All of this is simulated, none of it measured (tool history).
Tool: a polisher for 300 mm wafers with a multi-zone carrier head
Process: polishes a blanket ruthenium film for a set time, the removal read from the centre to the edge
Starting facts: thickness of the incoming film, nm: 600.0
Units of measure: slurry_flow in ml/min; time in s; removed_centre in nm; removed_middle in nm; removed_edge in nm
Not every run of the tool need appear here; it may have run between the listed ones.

| run | day | slurry_flow | centre_zone | middle_zone | edge_zone | time | removed_centre | removed_middle | removed_edge |
|---|---|---|---|---|---|---|---|---|---|
| 1 | 0.000 | 230 | 1.00 | 1.00 | 1.00 | 58 | 57.391 | 56.242 | 56.097 |
| 2 | 0.371 | 210 | 1.00 | 1.00 | 1.00 | 58 | 57.026 | 54.633 | 55.950 |
| 3 | 0.733 | 220 | 0.98 | 1.01 | 0.98 | 55 | 52.286 | 53.397 | 52.906 |
| 4 | 0.938 | 225 | 0.97 | 1.02 | 0.96 | 53 | 50.482 | 52.463 | 50.520 |
| 5 | 1.021 | 225 | 0.97 | 1.02 | 0.96 | 47 | 44.487 | 46.179 | 44.546 |
| 6 | 1.104 | 195 | 0.97 | 1.02 | 0.96 | 47 | 43.410 | 45.107 | 43.714 |

Run 7 is up next; what results do you expect?
| 7 | 1.462 | 155 | 0.87 | 1.08 | 0.86 | 45 | ? | ? | ? |

Run 7 produced removed_centre 35.556 nm, removed_middle 43.474 nm, removed_edge 38.910 nm.

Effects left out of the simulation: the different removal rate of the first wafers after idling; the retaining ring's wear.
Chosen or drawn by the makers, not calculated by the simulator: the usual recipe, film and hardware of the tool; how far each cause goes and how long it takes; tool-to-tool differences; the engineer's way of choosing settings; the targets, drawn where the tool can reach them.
